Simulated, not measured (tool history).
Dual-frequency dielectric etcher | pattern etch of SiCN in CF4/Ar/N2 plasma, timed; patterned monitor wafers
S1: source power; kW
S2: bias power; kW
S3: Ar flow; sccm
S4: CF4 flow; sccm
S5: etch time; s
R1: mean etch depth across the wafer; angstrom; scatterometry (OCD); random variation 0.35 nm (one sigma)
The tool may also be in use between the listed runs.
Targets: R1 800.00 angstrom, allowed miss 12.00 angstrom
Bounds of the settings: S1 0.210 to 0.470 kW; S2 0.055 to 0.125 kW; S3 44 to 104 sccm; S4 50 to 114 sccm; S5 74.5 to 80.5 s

| run | day | S1 | S2 | S3 | S4 | S5 | R1 |
|---|---|---|---|---|---|---|---|
| 1 | 0.000 | 0.340 | 0.090 | 74 | 82 | 80.5 | 615.79 |
| 2 | 0.296 | 0.340 | 0.090 | 63 | 82 | 80.5 | 630.82 |
| 3 | 0.333 | 0.350 | 0.090 | 63 | 82 | 80.5 | 650.43 |
| 4 | 0.612 | 0.350 | 0.090 | 63 | 91 | 80.5 | 655.75 |
| 5 | 0.767 | 0.360 | 0.090 | 63 | 91 | 80.5 | 678.96 |
| 6 | 1.096 | 0.370 | 0.090 | 63 | 91 | 80.5 | 691.12 |
| 7 | 1.433 | 0.380 | 0.090 | 63 | 91 | 80.5 | 715.34 |
| 8 | 1.500 | 0.430 | 0.091 | 63 | 91 | 80.5 | 820.51 |

Which of these 5 next moves meets every target?
| A | 1.567 | 0.420 | 0.084 | 56 | 96 | 79.0 | ? |
| B | 1.567 | 0.410 | 0.098 | 55 | 102 | 79.0 | ? |
| C | 1.567 | 0.430 | 0.088 | 63 | 91 | 77.5 | ? |
| D | 1.567 | 0.410 | 0.107 | 65 | 88 | 76.5 | ? |
| E | 1.567 | 0.400 | 0.096 | 58 | 93 | 79.0 | ? |

| move | R1 |
|---|---|
| A | 778.91 |
| B | 808.99 |
| C | 781.91 |
| D | 784.47 |
| E | 771.86 |
A: takes the result that was furthest off past its target
B: meets every target
C: takes the result that was furthest off past its target
D: takes the result that was furthest off past its target
E: takes the result that was furthest off past its target
Answer: B

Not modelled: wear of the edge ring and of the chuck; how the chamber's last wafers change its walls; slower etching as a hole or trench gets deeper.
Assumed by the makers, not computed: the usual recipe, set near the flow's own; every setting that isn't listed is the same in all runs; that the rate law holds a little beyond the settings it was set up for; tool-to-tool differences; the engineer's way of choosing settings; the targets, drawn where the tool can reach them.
